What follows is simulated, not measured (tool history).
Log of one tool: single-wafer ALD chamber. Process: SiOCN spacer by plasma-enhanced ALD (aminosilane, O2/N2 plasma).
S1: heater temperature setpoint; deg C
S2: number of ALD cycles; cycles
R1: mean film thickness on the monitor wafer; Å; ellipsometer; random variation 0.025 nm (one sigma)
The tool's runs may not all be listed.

Run 1, hour 0.0: S1 400 deg C, S2 101 cycles. Result: R1 62.313 Å.
Run 2, hour 6.4: S1 392 deg C, S2 101 cycles. Result: R1 62.812 Å.
Run 3, hour 8.7: S1 392 deg C, S2 94 cycles. Result: R1 58.542 Å.
Run 4, hour 16.5: S1 387 deg C, S2 94 cycles. Result: R1 57.592 Å.
Run 5, hour 18.6: S1 381 deg C, S2 94 cycles. Result: R1 57.576 Å.
Run 6, hour 24.6: S1 377 deg C, S2 94 cycles. Result: R1 58.087 Å.
Run 7, hour 32.1: S1 377 deg C, S2 93 cycles. Result: R1 57.030 Å.
Run 8, hour 40.0: S1 377 deg C, S2 92 cycles. Result: R1 57.142 Å.

Run 9, settings as shown, results not yet in. Your forecast:
Run 9, hour 47.6: S1 377 deg C, S2 92 cycles. Result: R1 ?.

{"run 9": {"R1": 56.785}}
